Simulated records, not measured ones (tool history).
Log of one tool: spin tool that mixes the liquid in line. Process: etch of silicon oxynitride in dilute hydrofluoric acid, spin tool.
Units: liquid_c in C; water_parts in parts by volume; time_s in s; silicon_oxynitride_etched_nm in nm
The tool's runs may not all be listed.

run 1 day=0 | liquid_c=25 water_parts=210 time_s=305 | silicon_oxynitride_etched_nm=2.354
run 2 day=0.296 | liquid_c=25 water_parts=210 time_s=305 | silicon_oxynitride_etched_nm=2.39
run 3 day=0.525 | liquid_c=26.5 water_parts=205 time_s=305 | silicon_oxynitride_etched_nm=2.6507
run 4 day=0.804 | liquid_c=25 water_parts=205 time_s=305 | silicon_oxynitride_etched_nm=2.464
-- day=1.146 thermometer replaced
run 5 day=1.146 | liquid_c=21.5 water_parts=205 time_s=305 | silicon_oxynitride_etched_nm=2.3938
run 6 day=1.25 | liquid_c=21.5 water_parts=205 time_s=305 | silicon_oxynitride_etched_nm=2.4051
run 7 day=1.608 | liquid_c=21.5 water_parts=190 time_s=305 | silicon_oxynitride_etched_nm=2.5759
run 8 day=1.792 | liquid_c=21.5 water_parts=175 time_s=305 | silicon_oxynitride_etched_nm=2.8443
run 9 day=1.85 | liquid_c=21.5 water_parts=165 time_s=305 | silicon_oxynitride_etched_nm=3.0745

The next listed run, before its measurement:
run 10 day=2.221 | liquid_c=21.5 water_parts=165 time_s=305 | silicon_oxynitride_etched_nm=?

{"run 10": {"silicon_oxynitride_etched_nm": 3.0659}}
